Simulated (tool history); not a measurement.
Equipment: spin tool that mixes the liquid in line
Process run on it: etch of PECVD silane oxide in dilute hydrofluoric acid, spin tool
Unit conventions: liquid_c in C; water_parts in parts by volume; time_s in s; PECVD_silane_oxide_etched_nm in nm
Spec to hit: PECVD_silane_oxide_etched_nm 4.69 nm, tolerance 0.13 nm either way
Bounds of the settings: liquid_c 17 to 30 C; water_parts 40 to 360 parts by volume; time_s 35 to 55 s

run,hour,liquid_c,water_parts,time_s,PECVD_silane_oxide_etched_nm
1,0,22,200,55,3.81
2,2.7,19,200,55,3.482
3,10.6,19,200,35,2.1657
4,16.6,22,200,35,2.3914
5,18.2,20,200,35,2.2565
6,21,23,180,35,2.9156
7,23.1,23,180,35,2.8513
8,26.7,25,155,35,3.7052
9,35.3,26.5,150,35,4.0686
10,42,27.5,150,35,4.2602
11,49.7,28,150,35,4.2864
12,52.5,28.5,150,35,4.4023
13,60.3,29,150,35,4.4358
14,64.8,29.5,150,35,4.543

Consider the 5 candidate settings below. Which is the only one whose results all fall within their allowed miss of target?
A,69.3,24,170,55,?
B,69.3,29.5,160,35,?
C,69.3,28.5,150,35,?
D,69.3,29.5,155,35,?
E,69.3,26,130,35,?

move,PECVD_silane_oxide_etched_nm
A,4.9938
B,4.1829
C,4.3583
D,4.3456
E,4.6974
A: takes the biggest miss from the last run beyond its target
B: its largest miss is bigger than the last run's
C: its largest miss is bigger than the last run's
D: its largest miss is bigger than the last run's
E: all results in spec
The right move is E.
